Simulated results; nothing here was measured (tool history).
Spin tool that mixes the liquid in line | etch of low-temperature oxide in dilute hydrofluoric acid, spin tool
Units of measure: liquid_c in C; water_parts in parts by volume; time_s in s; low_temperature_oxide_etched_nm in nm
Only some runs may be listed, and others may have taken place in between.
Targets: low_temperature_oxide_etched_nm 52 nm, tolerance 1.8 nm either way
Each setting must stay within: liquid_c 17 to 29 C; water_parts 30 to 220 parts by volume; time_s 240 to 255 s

run  hour  liquid_c  water_parts  time_s  low_temperature_oxide_etched_nm
  1     0        21          125     240                           30.856
  2   6.7        18          125     240                           27.744
  3  13.1      21.5          125     240                           31.145
  4  20.3      22.5          120     240                           34.501
  5    21      23.5          115     240                           37.198
  6    24        25          115     240                           39.398
  7  28.8      25.5          110     240                           42.265
  8  32.5        26          110     240                            43.53
  9  35.9      26.5          110     240                           44.032
 10  41.4        29          100     240                           54.017

Which single option among these 5 for the next run brings every result within its allowed miss of target? Just one does.
  A  46.9        29          100     255                                ?
  B  46.9        29           95     240                                ?
  C  46.9        29          100     245                                ?
  D  46.9        25           90     240                                ?
  E  46.9      27.5           95     255                                ?

move  low_temperature_oxide_etched_nm
   A                           57.666
   B                           57.528
   C                           55.405
   D                           52.347
   E                           57.714
A: lands further from the targets than the last run did
B: lands further from the targets than the last run did
C: lands further from the targets than the last run did
D: every result lands within tolerance
E: lands further from the targets than the last run did
So the answer is move D, the one that meets all the targets.
